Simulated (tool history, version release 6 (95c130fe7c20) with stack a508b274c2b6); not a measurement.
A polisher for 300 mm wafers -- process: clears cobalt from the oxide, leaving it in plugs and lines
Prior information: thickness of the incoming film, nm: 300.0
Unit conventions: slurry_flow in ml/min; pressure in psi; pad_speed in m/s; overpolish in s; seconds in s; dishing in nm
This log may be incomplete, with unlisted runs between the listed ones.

run 1 hour=0 | slurry_flow=230 pressure=1.4 pad_speed=1 overpolish=9 | seconds=104.93 dishing=21.362
run 2 hour=7.3 | slurry_flow=230 pressure=1.4 pad_speed=1 overpolish=6 | seconds=104.86 dishing=14.952
run 3 hour=12.1 | slurry_flow=230 pressure=1.4 pad_speed=1 overpolish=9 | seconds=104.19 dishing=21.553
run 4 hour=19.3 | slurry_flow=260 pressure=1.4 pad_speed=1 overpolish=9 | seconds=104.34 dishing=21.101
run 5 hour=24.4 | slurry_flow=235 pressure=1.4 pad_speed=1 overpolish=9 | seconds=106.18 dishing=21.63
run 6 hour=25.4 | slurry_flow=215 pressure=1.4 pad_speed=1 overpolish=9 | seconds=103.58 dishing=21.246
run 7 hour=27.9 | slurry_flow=215 pressure=1.2 pad_speed=1 overpolish=10 | seconds=121.73 dishing=20.004

Run 8 is up next; what results do you expect?
run 8 hour=34 | slurry_flow=215 pressure=1.2 pad_speed=1 overpolish=10 | seconds=? dishing=?

seconds: 123.27 s
dishing: 20.258 nm

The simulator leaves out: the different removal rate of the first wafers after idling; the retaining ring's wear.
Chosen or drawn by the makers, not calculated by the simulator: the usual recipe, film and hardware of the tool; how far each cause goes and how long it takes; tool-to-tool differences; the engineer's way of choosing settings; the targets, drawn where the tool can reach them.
